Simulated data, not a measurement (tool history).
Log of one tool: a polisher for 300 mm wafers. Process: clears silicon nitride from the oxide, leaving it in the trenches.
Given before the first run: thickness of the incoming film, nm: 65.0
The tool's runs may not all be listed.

| run | hour | flow of slurry (ml/min) | pressure of the wafer on the pad (psi) | speed of the pad under the wafer (cm/s) | overpolish time after the end point (s) | time until the end point was called (s) |
|---|---|---|---|---|---|---|
| 1 | 0 | 290 | 1.7 | 94 | 20 | 119.2 |
| 2 | 2.9 | 290 | 1.7 | 94 | 22 | 119.04 |
| 3 | 7.8 | 290 | 1.8 | 94 | 22 | 111.97 |
| 4 | 13.1 | 290 | 1.4 | 94 | 22 | 142.92 |
| 5 | 15.1 | 290 | 1.4 | 82 | 22 | 160.17 |
| 6 | 23.6 | 290 | 1.4 | 92 | 22 | 146.85 |
| 7 | 28.8 | 290 | 1.6 | 92 | 22 | 128.91 |
| 8 | 30.9 | 290 | 1.8 | 92 | 22 | 113.38 |

The next listed run, before its measurement:
| 9 | 31.8 | 290 | 1.9 | 92 | 22 | ? |

{"run 9": {"time until the end point was called (s)": 108.1}}
